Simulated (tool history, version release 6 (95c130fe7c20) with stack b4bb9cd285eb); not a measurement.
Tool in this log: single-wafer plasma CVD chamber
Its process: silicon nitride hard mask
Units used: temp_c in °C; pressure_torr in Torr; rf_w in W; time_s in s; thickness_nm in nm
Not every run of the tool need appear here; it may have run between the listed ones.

run  hour  temp_c  pressure_torr  rf_w  time_s  thickness_nm
  1   0.0     380           1.52   360    25.5        29.878
  2   2.9     380           1.38   350    25.5        28.390
  3  11.5     380           1.52   350    25.5        29.575
  4  12.9     380           1.38   345    25.5        28.030
  5  18.7     380           1.38   395    25.5        30.274
  6  22.5     387           1.38   395    25.5        30.222

Estimate the outcome of run 7 from the log above:
  7  28.6     387           1.26   385    25.5             ?

thickness_nm: 28.555 nm
